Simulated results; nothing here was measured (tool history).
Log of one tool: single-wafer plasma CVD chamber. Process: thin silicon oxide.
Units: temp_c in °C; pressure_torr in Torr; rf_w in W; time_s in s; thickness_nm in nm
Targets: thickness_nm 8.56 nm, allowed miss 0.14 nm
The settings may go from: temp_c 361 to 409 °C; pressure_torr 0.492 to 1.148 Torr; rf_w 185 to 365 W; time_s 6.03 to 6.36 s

run,hour,temp_c,pressure_torr,rf_w,time_s,thickness_nm
1,0,385,0.82,275,6.36,10.406
2,4.8,385,0.82,275,6.36,10.355
3,5.9,385,0.82,275,6.03,9.8455
4,14.4,385,0.797,275,6.03,9.5015
5,20.2,385,0.797,275,6.36,10.106
6,28.8,385,0.902,275,6.36,11.401
7,35.8,385,0.858,275,6.36,10.842
8,41,385,0.823,275,6.36,10.431
# hour 48.9: capacitance manometer re-zeroed and calibrated
9,48.9,385,0.792,275,6.36,10.709
10,53.2,385,0.749,260,6.34,9.8595
11,57.5,385,0.719,260,6.33,9.3932
12,65.7,385,0.701,260,6.33,9.2151
13,70.3,385,0.687,260,6.33,8.9373
14,76.4,385,0.68,260,6.33,8.8392
15,80.5,385,0.675,260,6.33,8.7812

Which of these 5 next moves meets every target?
A,84.6,400,0.734,260,6.03,?
B,84.6,383,0.702,245,6.36,?
C,84.6,385,0.73,240,6.36,?
D,84.6,396,0.698,320,6.06,?
E,84.6,401,0.7,220,6.36,?

move,thickness_nm
A,9.1502
B,9.1013
C,9.4156
D,9.3941
E,8.5893
A: further off than the last run
B: further off than the last run
C: further off than the last run
D: further off than the last run
E: meets every target
Answer: E

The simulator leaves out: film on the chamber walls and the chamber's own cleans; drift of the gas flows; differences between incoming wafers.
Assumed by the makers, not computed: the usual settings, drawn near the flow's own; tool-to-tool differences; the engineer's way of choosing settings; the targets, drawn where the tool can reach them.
